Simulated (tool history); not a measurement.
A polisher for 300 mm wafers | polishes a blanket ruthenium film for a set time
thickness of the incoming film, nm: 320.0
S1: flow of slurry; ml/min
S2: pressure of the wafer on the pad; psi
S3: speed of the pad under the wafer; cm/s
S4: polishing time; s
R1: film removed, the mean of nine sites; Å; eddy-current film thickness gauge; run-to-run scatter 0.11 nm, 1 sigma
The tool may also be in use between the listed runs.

{"run": 1, "hour": 0.0, "S1": 230, "S2": 1.4, "S3": 126, "S4": 31, "R1": 264.54}
{"run": 2, "hour": 1.6, "S1": 260, "S2": 1.4, "S3": 126, "S4": 31, "R1": 268.83}
{"run": 3, "hour": 4.2, "S1": 260, "S2": 1.4, "S3": 126, "S4": 28, "R1": 247.01}
{"run": 4, "hour": 8.6, "S1": 260, "S2": 1.3, "S3": 126, "S4": 28, "R1": 232.96}
{"run": 5, "hour": 13.8, "S1": 260, "S2": 1, "S3": 126, "S4": 28, "R1": 203.38}
{"run": 6, "hour": 22.0, "S1": 235, "S2": 1, "S3": 126, "S4": 28, "R1": 199.58}
{"run": 7, "hour": 28.2, "S1": 235, "S2": 0.9, "S3": 124, "S4": 28, "R1": 184.5}
{"run": 8, "hour": 32.7, "S1": 230, "S2": 0.8, "S3": 122, "S4": 28, "R1": 172}
{"run": 9, "hour": 41.3, "S1": 225, "S2": 0.8, "S3": 122, "S4": 28, "R1": 170.58}

Run 10 is up next; what results do you expect?
{"run": 10, "hour": 42.5, "S1": 220, "S2": 0.8, "S3": 122, "S4": 28, "R1": "?"}

Run 10 yielded R1 170.86 Å.
